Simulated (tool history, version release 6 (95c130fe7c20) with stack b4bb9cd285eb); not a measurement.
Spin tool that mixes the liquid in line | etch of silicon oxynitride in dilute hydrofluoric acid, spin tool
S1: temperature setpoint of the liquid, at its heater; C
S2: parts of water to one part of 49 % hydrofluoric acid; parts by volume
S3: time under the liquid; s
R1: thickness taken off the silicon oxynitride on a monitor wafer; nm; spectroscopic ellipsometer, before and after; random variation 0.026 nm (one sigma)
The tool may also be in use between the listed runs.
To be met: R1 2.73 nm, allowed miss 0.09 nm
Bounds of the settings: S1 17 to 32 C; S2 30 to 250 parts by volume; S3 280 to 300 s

run,hour,S1,S2,S3,R1
1,0,24,140,280,4.5577
2,6.2,23,145,280,4.2868
3,10.9,24,145,280,4.376
4,14.2,23.5,150,280,4.1591
5,18.1,23,155,280,3.9095
6,25.9,23,155,280,3.9194
7,33.1,22.5,155,280,3.8055
8,34.4,22,155,280,3.6844
9,42.2,21.5,155,280,3.6509
10,48.4,21,155,280,3.5673
11,53.8,20.5,155,280,3.4301
12,56.6,20,155,280,3.3674
13,59.4,19.5,155,280,3.2715
14,61.9,19,155,280,3.2458
15,66.1,18,160,280,2.9951

4 next moves are on the table. One of them brings every result within its allowed miss. Which?
A,70.3,17,150,280,?
B,70.3,20.5,185,295,?
C,70.3,18.5,190,300,?
D,70.3,19,170,290,?

move,R1
A,3.0594
B,3.0202
C,2.7135
D,3.0407
A: further off than the last run
B: further off than the last run
C: meets every target
D: further off than the last run
Answer: C
